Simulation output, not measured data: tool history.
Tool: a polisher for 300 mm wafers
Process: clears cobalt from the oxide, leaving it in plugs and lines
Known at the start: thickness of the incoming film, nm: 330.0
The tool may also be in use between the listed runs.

| run | hour | flow of slurry (ml/min) | pressure of the wafer on the pad (psi) | speed of the pad under the wafer (cm/s) | overpolish time after the end point (s) | time until the end point was called (s) | dishing of a wide line in a test structure (Å) |
|---|---|---|---|---|---|---|---|
| 1 | 0.0 | 125 | 2.2 | 78 | 10 | 80.766 | 255.73 |
| 2 | 1.5 | 130 | 2.2 | 78 | 11 | 80.254 | 270.62 |
| 3 | 4.3 | 130 | 2.2 | 78 | 13 | 81.138 | 295.07 |
| 4 | 5.7 | 130 | 2.2 | 78 | 10 | 80.699 | 256.55 |
| 5 | 8.9 | 130 | 2.2 | 96 | 10 | 65.039 | 293.02 |
| 6 | 12.4 | 110 | 2.2 | 96 | 10 | 68.618 | 292.18 |
| 7 | 13.0 | 105 | 2.2 | 96 | 11 | 69.542 | 295.84 |
| 8 | 15.2 | 105 | 2.2 | 96 | 12 | 69.055 | 309.17 |
| 9 | 17.8 | 105 | 2.2 | 96 | 13 | 69.725 | 322.09 |

Forecast run 10:
| 10 | 21.7 | 105 | 2.2 | 96 | 14 | ? | ? |

time until the end point was called (s): 68.624
dishing of a wide line in a test structure (Å): 339.49

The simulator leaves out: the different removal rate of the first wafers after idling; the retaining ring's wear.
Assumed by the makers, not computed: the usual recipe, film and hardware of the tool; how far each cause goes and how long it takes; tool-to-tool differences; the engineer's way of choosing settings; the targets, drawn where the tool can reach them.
